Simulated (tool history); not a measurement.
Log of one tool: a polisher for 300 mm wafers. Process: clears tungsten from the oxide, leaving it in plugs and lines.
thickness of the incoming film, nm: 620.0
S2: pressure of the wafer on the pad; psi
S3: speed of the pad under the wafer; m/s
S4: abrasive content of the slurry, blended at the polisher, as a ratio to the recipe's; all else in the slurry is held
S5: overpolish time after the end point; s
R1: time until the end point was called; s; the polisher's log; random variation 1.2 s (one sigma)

Run 1, hour 0: flow of slurry (ml/min) 230, S2 4.5 psi, S3 0.86 m/s, S4 1, S5 29 s. Result: R1 118.79 s.
Run 2, hour 7.9: flow of slurry (ml/min) 230, S2 4.5 psi, S3 0.86 m/s, S4 1.15, S5 29 s. Result: R1 114 s.
Run 3, hour 14.9: flow of slurry (ml/min) 200, S2 4.5 psi, S3 0.86 m/s, S4 1.15, S5 29 s. Result: R1 116.76 s.
Run 4, hour 20.7: flow of slurry (ml/min) 200, S2 4.7 psi, S3 0.86 m/s, S4 1.15, S5 29 s. Result: R1 115.2 s.
Run 5, hour 23: flow of slurry (ml/min) 155, S2 4.7 psi, S3 0.86 m/s, S4 1.15, S5 29 s. Result: R1 116.49 s.
Run 6, hour 27.6: flow of slurry (ml/min) 140, S2 4.7 psi, S3 0.86 m/s, S4 1.15, S5 29 s. Result: R1 119.63 s.
Run 7, hour 34.7: flow of slurry (ml/min) 145, S2 4.9 psi, S3 0.86 m/s, S4 1.15, S5 29 s. Result: R1 113.19 s.
Run 8, hour 41.9: flow of slurry (ml/min) 145, S2 5.1 psi, S3 0.86 m/s, S4 1.15, S5 29 s. Result: R1 110.32 s.

Run 9 comes next. What will it give?
Run 9, hour 49.4: flow of slurry (ml/min) 145, S2 6.4 psi, S3 0.9 m/s, S4 1.15, S5 29 s. Result: R1 ?.

Run 9 gave R1 84.313 s.
